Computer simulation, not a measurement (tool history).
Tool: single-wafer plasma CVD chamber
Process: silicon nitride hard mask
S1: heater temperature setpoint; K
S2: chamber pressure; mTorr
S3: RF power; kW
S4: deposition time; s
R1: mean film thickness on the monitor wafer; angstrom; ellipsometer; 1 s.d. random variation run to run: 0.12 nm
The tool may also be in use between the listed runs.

Run 1, hour 0: S1 658.15 K, S2 1420 mTorr, S3 0.315 kW, S4 37.5 s. Result: R1 467.18 angstrom.
Run 2, hour 5.3: S1 658.15 K, S2 1420 mTorr, S3 0.315 kW, S4 37.5 s. Result: R1 467.5 angstrom.
Run 3, hour 11.3: S1 658.15 K, S2 1420 mTorr, S3 0.29 kW, S4 37.5 s. Result: R1 450.74 angstrom.
Run 4, hour 13.3: S1 658.15 K, S2 1420 mTorr, S3 0.29 kW, S4 37.5 s. Result: R1 450.54 angstrom.
Run 5, hour 16.9: S1 658.15 K, S2 1340 mTorr, S3 0.29 kW, S4 37.5 s. Result: R1 440.63 angstrom.
Run 6, hour 18: S1 658.15 K, S2 1340 mTorr, S3 0.33 kW, S4 37.5 s. Result: R1 470.64 angstrom.
Run 7, hour 23.1: S1 658.15 K, S2 1220 mTorr, S3 0.33 kW, S4 37.5 s. Result: R1 456.24 angstrom.

Run 8 has not been measured yet. What should we expect?
Run 8, hour 27.9: S1 658.15 K, S2 1130 mTorr, S3 0.33 kW, S4 37.5 s. Result: R1 ?.

Run 8 measured R1 447.36 angstrom.

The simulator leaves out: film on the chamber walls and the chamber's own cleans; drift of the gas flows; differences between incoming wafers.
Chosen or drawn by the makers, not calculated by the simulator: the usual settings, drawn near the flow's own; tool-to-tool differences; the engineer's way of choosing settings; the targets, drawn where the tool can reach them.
